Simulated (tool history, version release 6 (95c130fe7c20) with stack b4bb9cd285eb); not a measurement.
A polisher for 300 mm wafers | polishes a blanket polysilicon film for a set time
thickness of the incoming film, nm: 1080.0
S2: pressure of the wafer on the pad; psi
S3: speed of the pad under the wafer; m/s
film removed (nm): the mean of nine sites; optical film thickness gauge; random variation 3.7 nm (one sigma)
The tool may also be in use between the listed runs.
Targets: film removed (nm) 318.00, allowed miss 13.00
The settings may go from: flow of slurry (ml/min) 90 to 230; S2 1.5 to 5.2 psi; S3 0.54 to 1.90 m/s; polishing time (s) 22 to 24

run 1 hour=0.0 | flow_of_slurry_(ml/min)=150 S2=3.3 S3=1.22 polishing_time_(s)=24 | film_removed_(nm)=233.11
run 2 hour=4.3 | flow_of_slurry_(ml/min)=150 S2=3.5 S3=1.22 polishing_time_(s)=24 | film_removed_(nm)=241.63
run 3 hour=5.1 | flow_of_slurry_(ml/min)=150 S2=3.7 S3=1.22 polishing_time_(s)=24 | film_removed_(nm)=257.32
run 4 hour=7.4 | flow_of_slurry_(ml/min)=150 S2=3.9 S3=1.22 polishing_time_(s)=24 | film_removed_(nm)=270.80
run 5 hour=8.8 | flow_of_slurry_(ml/min)=150 S2=3.9 S3=1.22 polishing_time_(s)=24 | film_removed_(nm)=272.90
run 6 hour=17.8 | flow_of_slurry_(ml/min)=150 S2=3.9 S3=1.22 polishing_time_(s)=22 | film_removed_(nm)=248.17
run 7 hour=22.8 | flow_of_slurry_(ml/min)=150 S2=4.1 S3=1.22 polishing_time_(s)=22 | film_removed_(nm)=258.78
run 8 hour=23.9 | flow_of_slurry_(ml/min)=150 S2=4.3 S3=1.22 polishing_time_(s)=22 | film_removed_(nm)=268.22

4 next moves are on the table. One of them brings every result within its allowed miss. Which?
run A hour=25.0 | flow_of_slurry_(ml/min)=195 S2=4.1 S3=1.42 polishing_time_(s)=24 | film_removed_(nm)=?
run B hour=25.0 | flow_of_slurry_(ml/min)=95 S2=5.1 S3=1.34 polishing_time_(s)=24 | film_removed_(nm)=?
run C hour=25.0 | flow_of_slurry_(ml/min)=150 S2=4.4 S3=1.26 polishing_time_(s)=24 | film_removed_(nm)=?
run D hour=25.0 | flow_of_slurry_(ml/min)=150 S2=5.2 S3=1.16 polishing_time_(s)=24 | film_removed_(nm)=?

move=A film_removed_(nm)=342.08
move=B film_removed_(nm)=342.53
move=C film_removed_(nm)=312.49
move=D film_removed_(nm)=339.66
A: takes the result that was furthest off past its target
B: takes the result that was furthest off past its target
C: meets every target
D: takes the result that was furthest off past its target
Answer: C
